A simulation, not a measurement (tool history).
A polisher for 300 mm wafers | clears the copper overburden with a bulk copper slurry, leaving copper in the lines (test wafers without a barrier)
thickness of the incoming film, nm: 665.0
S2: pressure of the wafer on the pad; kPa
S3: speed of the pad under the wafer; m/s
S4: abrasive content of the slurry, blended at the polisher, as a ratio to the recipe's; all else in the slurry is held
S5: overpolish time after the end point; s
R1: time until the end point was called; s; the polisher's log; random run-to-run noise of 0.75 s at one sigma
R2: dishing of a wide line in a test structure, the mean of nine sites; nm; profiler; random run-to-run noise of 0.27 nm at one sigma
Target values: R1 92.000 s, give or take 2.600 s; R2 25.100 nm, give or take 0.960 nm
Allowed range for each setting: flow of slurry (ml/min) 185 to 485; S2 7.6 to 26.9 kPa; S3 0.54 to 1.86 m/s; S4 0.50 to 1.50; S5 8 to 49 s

Run 1, hour 0.0: flow of slurry (ml/min) 310, S2 17.2 kPa, S3 1.18 m/s, S4 1.00, S5 25 s. Result: R1 58.041 s, R2 28.040 nm.
Run 2, hour 0.8: flow of slurry (ml/min) 310, S2 15.2 kPa, S3 1.20 m/s, S4 1.00, S5 22 s. Result: R1 63.953 s, R2 27.996 nm.
Run 3, hour 4.9: flow of slurry (ml/min) 310, S2 15.2 kPa, S3 1.44 m/s, S4 1.00, S5 22 s. Result: R1 53.259 s, R2 27.841 nm.
Run 4, hour 12.6: flow of slurry (ml/min) 310, S2 13.8 kPa, S3 1.42 m/s, S4 1.00, S5 27 s. Result: R1 58.761 s, R2 27.825 nm.
Run 5, hour 14.3: flow of slurry (ml/min) 255, S2 13.8 kPa, S3 1.42 m/s, S4 1.00, S5 27 s. Result: R1 60.001 s, R2 28.476 nm.
Run 6, hour 15.6: flow of slurry (ml/min) 255, S2 13.8 kPa, S3 1.20 m/s, S4 1.00, S5 27 s. Result: R1 70.156 s, R2 27.562 nm.
Run 7, hour 16.4: flow of slurry (ml/min) 295, S2 12.4 kPa, S3 1.20 m/s, S4 1.05, S5 27 s. Result: R1 75.341 s, R2 27.211 nm.
Run 8, hour 22.4: flow of slurry (ml/min) 385, S2 7.6 kPa, S3 1.28 m/s, S4 1.20, S5 15 s. Result: R1 99.889 s, R2 24.193 nm.
Run 9, hour 23.3: flow of slurry (ml/min) 380, S2 7.6 kPa, S3 1.28 m/s, S4 1.20, S5 16 s. Result: R1 99.698 s, R2 24.559 nm.

Consider the 4 candidate settings below. Which is the only one whose results all fall within their allowed miss of target?
Run A, hour 24.2: flow of slurry (ml/min) 440, S2 7.6 kPa, S3 1.34 m/s, S4 1.35, S5 16 s. Result: R1 ?, R2 ?.
Run B, hour 24.2: flow of slurry (ml/min) 395, S2 10.3 kPa, S3 1.06 m/s, S4 0.95, S5 19 s. Result: R1 ?, R2 ?.
Run C, hour 24.2: flow of slurry (ml/min) 345, S2 7.6 kPa, S3 1.22 m/s, S4 1.30, S5 18 s. Result: R1 ?, R2 ?.
Run D, hour 24.2: flow of slurry (ml/min) 385, S2 7.6 kPa, S3 1.20 m/s, S4 1.25, S5 16 s. Result: R1 ?, R2 ?.

move       R1      R2
   A   91.758  25.170
   B   98.234  26.373
   C  103.120  25.173
   D  104.850  24.707
A: hits every target within its allowed miss
B: nearer than the last run, and not there yet
C: misses by more than the last run did
D: misses by more than the last run did
The right move is A.
